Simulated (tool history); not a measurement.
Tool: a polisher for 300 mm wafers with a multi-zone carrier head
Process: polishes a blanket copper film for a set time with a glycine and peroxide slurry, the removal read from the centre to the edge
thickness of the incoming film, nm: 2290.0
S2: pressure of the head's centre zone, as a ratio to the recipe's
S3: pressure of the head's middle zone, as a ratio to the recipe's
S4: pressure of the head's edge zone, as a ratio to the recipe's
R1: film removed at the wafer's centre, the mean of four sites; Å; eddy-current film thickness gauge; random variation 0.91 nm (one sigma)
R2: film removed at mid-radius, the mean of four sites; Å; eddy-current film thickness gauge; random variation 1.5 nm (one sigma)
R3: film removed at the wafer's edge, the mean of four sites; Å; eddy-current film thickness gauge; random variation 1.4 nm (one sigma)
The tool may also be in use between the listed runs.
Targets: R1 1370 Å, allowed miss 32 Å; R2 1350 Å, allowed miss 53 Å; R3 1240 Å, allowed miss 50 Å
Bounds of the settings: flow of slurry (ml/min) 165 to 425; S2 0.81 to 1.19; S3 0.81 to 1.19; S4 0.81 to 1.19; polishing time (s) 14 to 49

{"run": 1, "hour": 0.0, "flow of slurry (ml/min)": 275, "S2": 1, "S3": 1, "S4": 1, "polishing time (s)": 31, "R1": 1773.4, "R2": 1879.4, "R3": 1922.3}
{"run": 2, "hour": 4.7, "flow of slurry (ml/min)": 305, "S2": 1, "S3": 1, "S4": 1, "polishing time (s)": 31, "R1": 1787.1, "R2": 1916.8, "R3": 1957.8}
{"run": 3, "hour": 7.7, "flow of slurry (ml/min)": 305, "S2": 1, "S3": 1, "S4": 1.06, "polishing time (s)": 31, "R1": 1799.2, "R2": 1870.1, "R3": 1990.1}
{"run": 4, "hour": 9.9, "flow of slurry (ml/min)": 305, "S2": 1, "S3": 1.07, "S4": 1.06, "polishing time (s)": 31, "R1": 1801.8, "R2": 2044.2, "R3": 2021.3}
{"run": 5, "hour": 11.9, "flow of slurry (ml/min)": 305, "S2": 1, "S3": 0.99, "S4": 1.06, "polishing time (s)": 31, "R1": 1790.4, "R2": 1884.6, "R3": 1965.6}
{"run": 6, "hour": 17.6, "flow of slurry (ml/min)": 310, "S2": 1.03, "S3": 1, "S4": 1.01, "polishing time (s)": 28, "R1": 1649.9, "R2": 1735.9, "R3": 1758.8}
{"run": 7, "hour": 24.5, "flow of slurry (ml/min)": 305, "S2": 1.05, "S3": 0.99, "S4": 0.97, "polishing time (s)": 26, "R1": 1546.6, "R2": 1557, "R3": 1606.9}
{"run": 8, "hour": 25.7, "flow of slurry (ml/min)": 300, "S2": 1.07, "S3": 1.01, "S4": 0.94, "polishing time (s)": 25, "R1": 1510.6, "R2": 1567.3, "R3": 1519.9}
{"run": 9, "hour": 33.1, "flow of slurry (ml/min)": 290, "S2": 1.08, "S3": 1.01, "S4": 0.91, "polishing time (s)": 24, "R1": 1452.3, "R2": 1514.1, "R3": 1414.7}
{"run": 10, "hour": 36.1, "flow of slurry (ml/min)": 280, "S2": 1.08, "S3": 1, "S4": 0.89, "polishing time (s)": 24, "R1": 1442.9, "R2": 1490.5, "R3": 1431.1}
{"run": 11, "hour": 37.1, "flow of slurry (ml/min)": 280, "S2": 1.08, "S3": 1, "S4": 0.89, "polishing time (s)": 24, "R1": 1451.1, "R2": 1490.8, "R3": 1416}
{"run": 12, "hour": 43.1, "flow of slurry (ml/min)": 275, "S2": 1.09, "S3": 1, "S4": 0.87, "polishing time (s)": 24, "R1": 1450.6, "R2": 1446.7, "R3": 1389.6}
{"run": 13, "hour": 51.6, "flow of slurry (ml/min)": 270, "S2": 1.1, "S3": 1, "S4": 0.86, "polishing time (s)": 24, "R1": 1459.4, "R2": 1467.8, "R3": 1384.4}
{"run": 14, "hour": 56.3, "flow of slurry (ml/min)": 265, "S2": 1.11, "S3": 1, "S4": 0.85, "polishing time (s)": 24, "R1": 1460.7, "R2": 1457.3, "R3": 1369.7}
{"run": 15, "hour": 64.9, "flow of slurry (ml/min)": 260, "S2": 1.12, "S3": 1, "S4": 0.84, "polishing time (s)": 24, "R1": 1483.8, "R2": 1462.2, "R3": 1369.5}
{"run": 16, "hour": 73.1, "flow of slurry (ml/min)": 260, "S2": 1.12, "S3": 1, "S4": 0.83, "polishing time (s)": 23, "R1": 1425.4, "R2": 1383.8, "R3": 1311.4}
{"hour": 81.7, "done": "centre zone pressure recalibrated"}
{"run": 17, "hour": 81.7, "flow of slurry (ml/min)": 255, "S2": 1.12, "S3": 1, "S4": 0.83, "polishing time (s)": 23, "R1": 1491.7, "R2": 1391.6, "R3": 1274.2}

4 next moves are on the table. One of them brings every result within its allowed miss. Which?
{"run": "A", "hour": 90.3, "flow of slurry (ml/min)": 280, "S2": 1.09, "S3": 0.83, "S4": 0.89, "polishing time (s)": 23, "R1": "?", "R2": "?", "R3": "?"}
{"run": "B", "hour": 90.3, "flow of slurry (ml/min)": 265, "S2": 1.17, "S3": 1.01, "S4": 0.83, "polishing time (s)": 22, "R1": "?", "R2": "?", "R3": "?"}
{"run": "C", "hour": 90.3, "flow of slurry (ml/min)": 330, "S2": 0.98, "S3": 1.07, "S4": 0.81, "polishing time (s)": 22, "R1": "?", "R2": "?", "R3": "?"}
{"run": "D", "hour": 90.3, "flow of slurry (ml/min)": 285, "S2": 1.04, "S3": 1, "S4": 0.81, "polishing time (s)": 22, "R1": "?", "R2": "?", "R3": "?"}

move=A R1=1467.1 R2=1222.3 R3=1351.6
move=B R1=1470 R2=1367.9 R3=1244.1
move=C R1=1326.3 R2=1470.3 R3=1251
move=D R1=1361 R2=1368.1 R3=1238.5
A: nearer than the last run, and not there yet
B: nearer than the last run, and not there yet
C: takes the result that was furthest off past its target
D: meets every target
The right move is D.
